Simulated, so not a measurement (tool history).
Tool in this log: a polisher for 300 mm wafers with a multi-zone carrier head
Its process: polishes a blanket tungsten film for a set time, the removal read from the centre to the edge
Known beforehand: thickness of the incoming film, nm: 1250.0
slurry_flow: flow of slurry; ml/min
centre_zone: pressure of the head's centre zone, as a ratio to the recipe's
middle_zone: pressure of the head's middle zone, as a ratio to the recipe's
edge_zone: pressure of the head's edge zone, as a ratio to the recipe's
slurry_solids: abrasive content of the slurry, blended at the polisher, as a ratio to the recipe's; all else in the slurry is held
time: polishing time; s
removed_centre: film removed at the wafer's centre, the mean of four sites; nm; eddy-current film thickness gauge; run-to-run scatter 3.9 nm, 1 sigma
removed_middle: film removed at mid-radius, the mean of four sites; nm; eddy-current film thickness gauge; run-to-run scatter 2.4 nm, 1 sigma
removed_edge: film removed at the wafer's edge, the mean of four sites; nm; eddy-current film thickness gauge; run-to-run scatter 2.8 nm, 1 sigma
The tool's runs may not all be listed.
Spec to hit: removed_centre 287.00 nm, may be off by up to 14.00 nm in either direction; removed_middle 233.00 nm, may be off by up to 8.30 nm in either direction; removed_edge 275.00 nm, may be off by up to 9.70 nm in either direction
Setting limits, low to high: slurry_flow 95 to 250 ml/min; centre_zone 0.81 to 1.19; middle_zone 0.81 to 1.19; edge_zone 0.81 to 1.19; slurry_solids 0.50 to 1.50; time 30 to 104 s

{"run": 1, "hour": 0.0, "slurry_flow": 160, "centre_zone": 1.0, "middle_zone": 1.0, "edge_zone": 1.0, "slurry_solids": 1.0, "time": 67, "removed_centre": 429.66, "removed_middle": 441.57, "removed_edge": 446.89}
{"run": 2, "hour": 4.1, "slurry_flow": 150, "centre_zone": 1.02, "middle_zone": 0.94, "edge_zone": 0.98, "slurry_solids": 0.85, "time": 60, "removed_centre": 382.62, "removed_middle": 368.77, "removed_edge": 385.61}
{"run": 3, "hour": 9.8, "slurry_flow": 150, "centre_zone": 1.02, "middle_zone": 0.94, "edge_zone": 1.01, "slurry_solids": 0.85, "time": 60, "removed_centre": 385.7, "removed_middle": 365.07, "removed_edge": 389.2}
{"run": 4, "hour": 14.5, "slurry_flow": 140, "centre_zone": 1.03, "middle_zone": 0.9, "edge_zone": 1.01, "slurry_solids": 0.75, "time": 54, "removed_centre": 331.49, "removed_middle": 302.62, "removed_edge": 339.47}
{"run": 5, "hour": 18.1, "slurry_flow": 160, "centre_zone": 1.03, "middle_zone": 0.9, "edge_zone": 1.01, "slurry_solids": 0.75, "time": 54, "removed_centre": 340.75, "removed_middle": 314.87, "removed_edge": 344.72}
{"run": 6, "hour": 19.7, "slurry_flow": 150, "centre_zone": 1.05, "middle_zone": 0.87, "edge_zone": 1.0, "slurry_solids": 0.65, "time": 51, "removed_centre": 316.1, "removed_middle": 279.45, "removed_edge": 311.64}
{"run": 7, "hour": 27.4, "slurry_flow": 140, "centre_zone": 1.06, "middle_zone": 0.85, "edge_zone": 0.99, "slurry_solids": 0.6, "time": 50, "removed_centre": 310.05, "removed_middle": 255.36, "removed_edge": 306.95}
{"run": 8, "hour": 35.6, "slurry_flow": 140, "centre_zone": 1.06, "middle_zone": 0.85, "edge_zone": 0.97, "slurry_solids": 0.55, "time": 49, "removed_centre": 291.1, "removed_middle": 247.13, "removed_edge": 289.1}

Exercise: of the 5 proposed moves below, exactly one satisfies all targets within the stated allowed misses. Which move is it?
{"run": "A", "hour": 43.8, "slurry_flow": 140, "centre_zone": 1.02, "middle_zone": 0.88, "edge_zone": 1.0, "slurry_solids": 0.6, "time": 50, "removed_centre": "?", "removed_middle": "?", "removed_edge": "?"}
{"run": "B", "hour": 43.8, "slurry_flow": 200, "centre_zone": 1.03, "middle_zone": 0.91, "edge_zone": 1.01, "slurry_solids": 0.95, "time": 43, "removed_centre": "?", "removed_middle": "?", "removed_edge": "?"}
{"run": "C", "hour": 43.8, "slurry_flow": 150, "centre_zone": 1.06, "middle_zone": 0.87, "edge_zone": 0.99, "slurry_solids": 0.55, "time": 50, "removed_centre": "?", "removed_middle": "?", "removed_edge": "?"}
{"run": "D", "hour": 43.8, "slurry_flow": 135, "centre_zone": 1.09, "middle_zone": 0.85, "edge_zone": 1.01, "slurry_solids": 0.6, "time": 46, "removed_centre": "?", "removed_middle": "?", "removed_edge": "?"}
{"run": "E", "hour": 43.8, "slurry_flow": 170, "centre_zone": 1.08, "middle_zone": 0.84, "edge_zone": 0.95, "slurry_solids": 0.5, "time": 49, "removed_centre": "?", "removed_middle": "?", "removed_edge": "?"}

move=A removed_centre=290.43 removed_middle=266.13 removed_edge=301.34
move=B removed_centre=293.59 removed_middle=271.77 removed_edge=295.12
move=C removed_centre=302.29 removed_middle=263.47 removed_edge=299.06
move=D removed_centre=283.16 removed_middle=236.04 removed_edge=276.77
move=E removed_centre=304.99 removed_middle=252.77 removed_edge=289.61
A: lands further from the targets than the last run did
B: lands further from the targets than the last run did
C: lands further from the targets than the last run did
D: every result lands within tolerance
E: lands further from the targets than the last run did
D meets every target.
